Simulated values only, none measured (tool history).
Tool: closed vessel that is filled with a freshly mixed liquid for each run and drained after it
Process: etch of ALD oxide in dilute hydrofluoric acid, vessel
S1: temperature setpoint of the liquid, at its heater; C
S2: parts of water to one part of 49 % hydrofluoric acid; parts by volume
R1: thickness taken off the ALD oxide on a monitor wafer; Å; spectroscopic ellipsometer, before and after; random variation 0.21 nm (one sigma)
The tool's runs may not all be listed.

Run 1, day 0: S1 24 C, S2 280 parts by volume, time in the liquid (s) 455. Result: R1 151.73 Å.
Run 2, day 0.067: S1 25 C, S2 270 parts by volume, time in the liquid (s) 455. Result: R1 166.29 Å.
Run 3, day 0.175: S1 28 C, S2 270 parts by volume, time in the liquid (s) 455. Result: R1 185.28 Å.
Run 4, day 0.542: S1 28.5 C, S2 265 parts by volume, time in the liquid (s) 455. Result: R1 193.86 Å.
Run 5, day 0.583: S1 29 C, S2 260 parts by volume, time in the liquid (s) 455. Result: R1 199.86 Å.
Run 6, day 0.638: S1 29 C, S2 185 parts by volume, time in the liquid (s) 455. Result: R1 304.21 Å.

The next listed run, before its measurement:
Run 7, day 0.9: S1 28.5 C, S2 185 parts by volume, time in the liquid (s) 455. Result: R1 ?.

R1: 307.53 Å
